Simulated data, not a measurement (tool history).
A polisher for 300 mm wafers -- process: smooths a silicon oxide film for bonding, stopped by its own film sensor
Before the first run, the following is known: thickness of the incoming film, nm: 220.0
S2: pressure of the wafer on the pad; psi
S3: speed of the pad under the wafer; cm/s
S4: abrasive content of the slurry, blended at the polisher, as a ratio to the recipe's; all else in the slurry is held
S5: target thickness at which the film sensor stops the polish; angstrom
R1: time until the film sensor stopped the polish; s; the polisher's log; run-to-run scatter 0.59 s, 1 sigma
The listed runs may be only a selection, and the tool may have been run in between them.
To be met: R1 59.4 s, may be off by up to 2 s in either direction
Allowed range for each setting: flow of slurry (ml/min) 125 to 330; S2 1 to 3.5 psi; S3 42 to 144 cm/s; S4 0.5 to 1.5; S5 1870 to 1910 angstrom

run 1 day=0 | flow_of_slurry_(ml/min)=210 S2=2.2 S3=92 S4=1 S5=1870 | R1=47.159
run 2 day=0.071 | flow_of_slurry_(ml/min)=210 S2=2.2 S3=92 S4=0.85 S5=1870 | R1=52.899
run 3 day=0.208 | flow_of_slurry_(ml/min)=210 S2=2.2 S3=104 S4=0.85 S5=1870 | R1=47.815
run 4 day=0.292 | flow_of_slurry_(ml/min)=210 S2=2.5 S3=104 S4=0.85 S5=1870 | R1=41.924
run 5 day=0.458 | flow_of_slurry_(ml/min)=210 S2=2.3 S3=104 S4=0.85 S5=1870 | R1=45.531
run 6 day=0.642 | flow_of_slurry_(ml/min)=210 S2=2.3 S3=104 S4=0.85 S5=1910 | R1=40.397
run 7 day=0.942 | flow_of_slurry_(ml/min)=210 S2=2 S3=104 S4=0.85 S5=1910 | R1=46.17
run 8 day=1.017 | flow_of_slurry_(ml/min)=210 S2=1.8 S3=104 S4=0.85 S5=1910 | R1=50.237
run 9 day=1.146 | flow_of_slurry_(ml/min)=210 S2=1.7 S3=104 S4=0.85 S5=1910 | R1=54.339
run 10 day=1.346 | flow_of_slurry_(ml/min)=210 S2=1.6 S3=104 S4=0.85 S5=1910 | R1=55.298

Below are 4 possible settings for the next run. Only one of them brings all results inside the allowed miss of their targets. Which is it?
run A day=1.546 | flow_of_slurry_(ml/min)=285 S2=1.5 S3=110 S4=0.8 S5=1900 | R1=?
run B day=1.546 | flow_of_slurry_(ml/min)=180 S2=1.3 S3=110 S4=1.05 S5=1870 | R1=?
run C day=1.546 | flow_of_slurry_(ml/min)=195 S2=1.7 S3=96 S4=0.9 S5=1910 | R1=?
run D day=1.546 | flow_of_slurry_(ml/min)=200 S2=1.7 S3=100 S4=0.8 S5=1870 | R1=?

move=A R1=60.35
move=B R1=67.238
move=C R1=55.964
move=D R1=66.669
A: each result inside its tolerance
B: the result that was furthest off in the last run now lies on the other side of its target
C: an improvement on the last run, though not all results are within tolerance
D: the result that was furthest off in the last run now lies on the other side of its target
So the answer is move A, the one that meets all the targets.
